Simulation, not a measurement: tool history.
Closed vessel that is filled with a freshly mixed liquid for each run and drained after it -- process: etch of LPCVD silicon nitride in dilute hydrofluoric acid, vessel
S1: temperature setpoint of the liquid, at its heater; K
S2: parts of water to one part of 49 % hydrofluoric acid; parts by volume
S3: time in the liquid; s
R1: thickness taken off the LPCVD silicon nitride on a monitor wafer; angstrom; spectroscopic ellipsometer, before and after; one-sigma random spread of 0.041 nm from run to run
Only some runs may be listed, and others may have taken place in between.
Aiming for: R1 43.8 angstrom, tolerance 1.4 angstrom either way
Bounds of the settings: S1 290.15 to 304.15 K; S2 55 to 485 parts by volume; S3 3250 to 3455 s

run,day,S1,S2,S3,R1
1,0,296.15,270,3250,57.633
2,0.038,299.15,270,3250,68.997
3,0.208,298.15,270,3250,63.766
4,0.446,297.65,270,3250,61.852
5,0.654,300.65,270,3250,74.004
6,0.812,300.65,365,3250,54.681
7,1.125,300.15,365,3250,53.633
8,1.429,299.65,365,3250,51.875
9,1.646,299.15,365,3250,49.415
10,1.738,298.15,365,3250,47.068
11,1.85,297.65,365,3250,45.99

Exactly one of the 4 candidate moves below puts every result within its allowed miss. Which one?
A,1.962,299.65,410,3345,?
B,1.962,298.65,360,3250,?
C,1.962,296.15,360,3385,?
D,1.962,297.65,350,3260,?

move,R1
A,47.348
B,49.46
C,44.373
D,48.087
A: further off than the last run
B: further off than the last run
C: hits every target within its allowed miss
D: further off than the last run
Answer: C
